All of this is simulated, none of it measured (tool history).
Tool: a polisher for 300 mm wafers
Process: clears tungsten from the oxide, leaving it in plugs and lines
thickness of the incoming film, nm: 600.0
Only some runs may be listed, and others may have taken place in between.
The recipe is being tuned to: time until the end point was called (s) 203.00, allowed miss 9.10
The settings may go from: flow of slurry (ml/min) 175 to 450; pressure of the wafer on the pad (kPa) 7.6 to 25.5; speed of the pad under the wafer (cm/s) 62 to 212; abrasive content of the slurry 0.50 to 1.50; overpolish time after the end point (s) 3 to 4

run,day,flow of slurry (ml/min),pressure of the wafer on the pad (kPa),speed of the pad under the wafer (cm/s),abrasive content of the slurry,overpolish time after the end point (s),time until the end point was called (s)
1,0.000,290,16.5,136,1.00,4,130.49
2,0.079,290,15.2,134,1.00,4,144.26
3,0.300,290,18.6,134,1.00,4,116.90
4,0.442,290,15.9,134,1.00,4,139.61
5,0.617,290,14.5,134,1.00,4,151.10
6,0.888,290,13.1,134,1.00,4,167.62
7,1.242,290,12.4,134,1.00,4,173.74
8,1.379,290,11.7,134,1.00,4,187.54

Of the 4 settings listed for the next run, only one would bring every result within its allowed miss of target. Which one?
A,1.517,300,10.3,166,1.10,3,?
B,1.517,310,11.7,140,1.05,4,?
C,1.517,375,15.2,86,1.15,4,?
D,1.517,330,11.0,148,1.00,4,?

move,time until the end point was called (s)
A,162.78
B,171.63
C,203.72
D,172.86
A: further off than the last run
B: further off than the last run
C: meets every target
D: further off than the last run
C meets every target.
